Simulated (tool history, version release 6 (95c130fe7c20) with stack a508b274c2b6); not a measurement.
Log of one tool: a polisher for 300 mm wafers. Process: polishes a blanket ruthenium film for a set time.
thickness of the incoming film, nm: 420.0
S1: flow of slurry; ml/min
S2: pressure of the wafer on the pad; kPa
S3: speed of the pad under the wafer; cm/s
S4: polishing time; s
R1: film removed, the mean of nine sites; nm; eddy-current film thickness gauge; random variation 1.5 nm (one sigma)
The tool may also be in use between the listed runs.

run	day	S1	S2	S3	S4	R1
1	0	145	15.9	126	60	81.952
2	0.221	145	15.9	126	60	81.944
3	0.45	150	17.9	126	60	89.243
4	0.771	150	17.9	104	60	80.098
5	1.083	150	20	112	60	90.177
6	1.188	150	15.9	112	60	76.763
7	1.392	155	17.9	120	60	88.573
8	1.633	165	20	122	60	97.959
9	1.854	165	21.4	128	60	107.1
10	1.942	165	22.1	132	60	113.72
11	2.238	165	22.8	136	60	114.59

Run 12 comes next. What will it give?
12	2.396	170	23.4	140	60	?

Run 12 gave R1 124.51 nm.
